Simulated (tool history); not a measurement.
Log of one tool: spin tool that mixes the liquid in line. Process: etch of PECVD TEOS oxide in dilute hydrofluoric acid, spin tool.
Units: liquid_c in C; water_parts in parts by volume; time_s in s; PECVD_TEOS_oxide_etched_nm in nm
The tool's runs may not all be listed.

| run | hour | liquid_c | water_parts | time_s | PECVD_TEOS_oxide_etched_nm |
|---|---|---|---|---|---|
| 1 | 0 | 25 | 260 | 85 | 3.7664 |
| 2 | 5.9 | 24 | 260 | 85 | 3.6456 |
| 3 | 11.4 | 26 | 260 | 85 | 3.9659 |
| 4 | 14.8 | 25 | 260 | 85 | 3.7207 |
| 5 | 23.4 | 25 | 260 | 85 | 3.7973 |
| 6 | 25.5 | 23.5 | 260 | 85 | 3.5744 |

Run 7 comes next. What will it give?
| 7 | 32.4 | 22.5 | 260 | 85 | ? |

Run 7 gave PECVD_TEOS_oxide_etched_nm 3.4576 nm.

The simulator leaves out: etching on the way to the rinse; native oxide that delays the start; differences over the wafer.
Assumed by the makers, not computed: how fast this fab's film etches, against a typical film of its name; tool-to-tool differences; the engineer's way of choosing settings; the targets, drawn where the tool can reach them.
